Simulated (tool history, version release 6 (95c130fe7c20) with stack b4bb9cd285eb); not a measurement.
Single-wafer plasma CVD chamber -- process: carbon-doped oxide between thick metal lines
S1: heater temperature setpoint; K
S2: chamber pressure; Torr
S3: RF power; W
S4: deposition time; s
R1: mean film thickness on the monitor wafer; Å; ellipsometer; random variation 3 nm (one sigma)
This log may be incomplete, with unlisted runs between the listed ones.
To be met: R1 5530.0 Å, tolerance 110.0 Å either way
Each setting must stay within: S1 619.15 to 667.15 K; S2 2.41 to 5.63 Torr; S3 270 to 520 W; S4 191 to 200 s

run    day      S1    S2   S3   S4      R1
  1  0.000  643.15  4.02  395  200  7592.7
  2  0.254  644.15  3.83  370  198  6925.3
  3  0.562  644.15  3.83  420  198  7738.6
  4  0.633  644.15  3.83  470  198  8603.8
  5  0.767  644.15  3.83  470  191  8257.0
  6  0.912  644.15  3.46  470  191  8176.4
  7  1.025  646.15  3.25  435  191  7460.1
  8  1.342  648.15  3.08  415  191  7128.6
  9  1.442  649.15  2.94  395  191  6785.8
 10  1.800  650.15  2.83  380  191  6459.7

Which single option among these 4 for the next run brings every result within its allowed miss of target? Just one does.
  A  2.158  656.15  2.77  345  191   ?
  B  2.158  639.15  3.48  330  191   ?
  C  2.158  651.15  2.44  335  191   ?
  D  2.158  655.15  2.41  320  191   ?

move      R1
   A  5798.8
   B  5903.3
   C  5593.0
   D  5274.7
A: gains on the last run, yet a result remains outside its allowed miss
B: gains on the last run, yet a result remains outside its allowed miss
C: each result inside its tolerance
D: takes the biggest miss from the last run beyond its target
Correct choice: C, which meets every target

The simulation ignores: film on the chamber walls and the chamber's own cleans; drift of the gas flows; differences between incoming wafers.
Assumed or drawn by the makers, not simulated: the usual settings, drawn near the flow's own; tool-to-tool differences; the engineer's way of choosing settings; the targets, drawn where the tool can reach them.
